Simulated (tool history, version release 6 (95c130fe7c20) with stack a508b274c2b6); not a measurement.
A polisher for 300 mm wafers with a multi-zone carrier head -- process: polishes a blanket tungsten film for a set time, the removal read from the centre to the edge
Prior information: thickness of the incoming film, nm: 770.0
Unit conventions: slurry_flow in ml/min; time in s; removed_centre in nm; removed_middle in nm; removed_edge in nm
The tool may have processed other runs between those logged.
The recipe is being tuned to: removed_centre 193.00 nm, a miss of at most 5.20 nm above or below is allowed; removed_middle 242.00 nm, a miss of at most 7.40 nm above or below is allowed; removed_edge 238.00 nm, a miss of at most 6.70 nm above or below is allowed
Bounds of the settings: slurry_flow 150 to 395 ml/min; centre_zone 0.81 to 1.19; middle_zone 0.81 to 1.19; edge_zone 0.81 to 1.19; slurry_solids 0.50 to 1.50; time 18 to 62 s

run	hour	slurry_flow	centre_zone	middle_zone	edge_zone	slurry_solids	time	removed_centre	removed_middle	removed_edge
1	0.0	250	1.00	1.00	1.00	1.00	40	221.67	220.37	216.65
2	8.3	245	0.97	1.02	1.03	1.00	40	215.63	223.01	219.04
3	9.5	245	0.94	1.04	1.06	1.05	40	210.39	233.71	224.24
4	10.3	300	0.94	1.04	1.06	1.05	40	218.54	236.76	228.12
5	15.3	325	0.94	1.04	1.06	1.05	40	217.45	237.40	230.49
6	23.9	325	0.94	1.04	1.06	1.05	34	184.78	199.36	193.78
7	27.8	325	0.92	1.04	1.09	1.15	34	187.01	207.10	201.45
8	34.9	320	0.82	1.04	1.19	1.40	36	192.08	234.07	233.46
9	40.5	315	0.82	1.04	1.19	1.40	36	186.47	229.02	232.01
10	42.7	320	0.82	1.05	1.19	1.40	36	189.53	230.71	233.91
11	48.7	325	0.82	1.06	1.19	1.40	36	190.93	234.95	235.83

Exercise: of the 5 proposed moves below, exactly one satisfies all targets within the stated allowed misses. Which move is it?
A	54.7	355	0.83	0.99	1.19	1.40	37	?	?	?
B	54.7	295	0.84	1.00	1.19	1.30	38	?	?	?
C	54.7	305	0.81	1.15	1.14	1.30	38	?	?	?
D	54.7	225	0.88	1.01	1.18	1.50	36	?	?	?
E	54.7	330	0.81	1.07	1.16	1.45	37	?	?	?

move	removed_centre	removed_middle	removed_edge
A	195.23	229.88	240.21
B	195.08	229.78	239.03
C	190.31	259.83	233.91
D	191.46	219.62	227.42
E	191.74	246.04	237.59
A: misses by more than the last run did
B: misses by more than the last run did
C: takes the biggest miss from the last run beyond its target
D: misses by more than the last run did
E: all results in spec
E meets every target.
